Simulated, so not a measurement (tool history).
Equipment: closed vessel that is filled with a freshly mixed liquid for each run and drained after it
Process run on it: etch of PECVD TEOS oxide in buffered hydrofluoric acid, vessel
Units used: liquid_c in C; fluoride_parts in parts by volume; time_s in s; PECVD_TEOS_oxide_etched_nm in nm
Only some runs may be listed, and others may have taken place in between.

{"run": 1, "hour": 0.0, "liquid_c": 21.0, "fluoride_parts": 10.5, "time_s": 85, "PECVD_TEOS_oxide_etched_nm": 230.45}
{"run": 2, "hour": 2.0, "liquid_c": 21.0, "fluoride_parts": 10.5, "time_s": 95, "PECVD_TEOS_oxide_etched_nm": 255.9}
{"run": 3, "hour": 9.0, "liquid_c": 21.0, "fluoride_parts": 12.5, "time_s": 95, "PECVD_TEOS_oxide_etched_nm": 215.67}
{"run": 4, "hour": 16.9, "liquid_c": 23.5, "fluoride_parts": 11.5, "time_s": 95, "PECVD_TEOS_oxide_etched_nm": 267.75}
{"run": 5, "hour": 20.8, "liquid_c": 23.5, "fluoride_parts": 13.0, "time_s": 95, "PECVD_TEOS_oxide_etched_nm": 239.67}
{"run": 6, "hour": 22.4, "liquid_c": 21.0, "fluoride_parts": 13.0, "time_s": 95, "PECVD_TEOS_oxide_etched_nm": 210.56}

Run 7 is up next; what results do you expect?
{"run": 7, "hour": 29.9, "liquid_c": 23.5, "fluoride_parts": 11.5, "time_s": 95, "PECVD_TEOS_oxide_etched_nm": "?"}

{"run 7": {"PECVD_TEOS_oxide_etched_nm": 269.5}}
